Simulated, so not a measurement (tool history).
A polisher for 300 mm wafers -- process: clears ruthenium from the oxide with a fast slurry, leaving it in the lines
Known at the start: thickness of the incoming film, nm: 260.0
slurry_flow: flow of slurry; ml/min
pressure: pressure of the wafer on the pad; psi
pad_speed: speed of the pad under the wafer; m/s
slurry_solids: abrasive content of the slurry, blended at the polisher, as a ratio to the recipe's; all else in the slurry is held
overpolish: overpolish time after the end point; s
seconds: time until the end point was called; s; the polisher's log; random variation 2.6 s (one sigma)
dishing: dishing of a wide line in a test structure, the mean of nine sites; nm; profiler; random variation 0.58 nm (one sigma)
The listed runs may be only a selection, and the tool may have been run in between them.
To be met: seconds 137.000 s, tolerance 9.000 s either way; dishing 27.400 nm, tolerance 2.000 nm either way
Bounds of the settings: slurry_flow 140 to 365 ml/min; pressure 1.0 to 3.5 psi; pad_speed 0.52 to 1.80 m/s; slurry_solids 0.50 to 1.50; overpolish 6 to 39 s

| run | hour | slurry_flow | pressure | pad_speed | slurry_solids | overpolish | seconds | dishing |
|---|---|---|---|---|---|---|---|---|
| 1 | 0.0 | 235 | 2.2 | 1.16 | 1.00 | 20 | 74.328 | 49.338 |
| 2 | 4.6 | 235 | 2.0 | 1.14 | 1.00 | 19 | 81.216 | 45.649 |
| 3 | 11.0 | 235 | 2.2 | 1.14 | 1.00 | 19 | 73.618 | 45.489 |
| 4 | 13.2 | 275 | 2.2 | 1.14 | 1.00 | 19 | 76.231 | 48.823 |
| 5 | 17.7 | 275 | 2.4 | 1.14 | 1.00 | 19 | 67.233 | 52.286 |
|  | 21.9 | worn pad replaced by a new one |
| 6 | 21.9 | 275 | 2.4 | 1.14 | 1.00 | 13 | 61.709 | 40.903 |
| 7 | 25.1 | 275 | 2.2 | 1.12 | 1.00 | 13 | 68.176 | 38.078 |
| 8 | 32.2 | 275 | 2.0 | 1.10 | 1.00 | 13 | 74.536 | 35.882 |
| 9 | 36.7 | 275 | 1.8 | 1.06 | 1.00 | 14 | 84.640 | 33.380 |
| 10 | 40.7 | 275 | 1.7 | 1.04 | 1.00 | 15 | 94.585 | 33.693 |
| 11 | 43.1 | 275 | 1.6 | 1.02 | 1.00 | 15 | 97.986 | 31.793 |
| 12 | 43.7 | 275 | 1.5 | 1.00 | 1.00 | 15 | 105.220 | 29.536 |

Exercise: of the 5 proposed moves below, exactly one satisfies all targets within the stated allowed misses. Which move is it?
| A | 44.3 | 250 | 1.3 | 0.90 | 0.95 | 18 | ? | ? |
| B | 44.3 | 310 | 1.4 | 0.68 | 1.05 | 21 | ? | ? |
| C | 44.3 | 295 | 1.2 | 0.94 | 0.75 | 18 | ? | ? |
| D | 44.3 | 170 | 1.5 | 1.22 | 1.10 | 12 | ? | ? |
| E | 44.3 | 285 | 1.6 | 0.78 | 1.10 | 17 | ? | ? |

| move | seconds | dishing |
|---|---|---|
| A | 139.830 | 27.585 |
| B | 158.430 | 28.293 |
| C | 169.810 | 23.254 |
| D | 87.453 | 29.150 |
| E | 121.470 | 29.649 |
A: all results land within tolerance of their targets
B: carries the result that was furthest off beyond its target, to the other side
C: carries the result that was furthest off beyond its target, to the other side
D: lands further from the targets than the last run did
E: moves toward the targets from the last run without getting all of them in spec
Move A is the one to make.
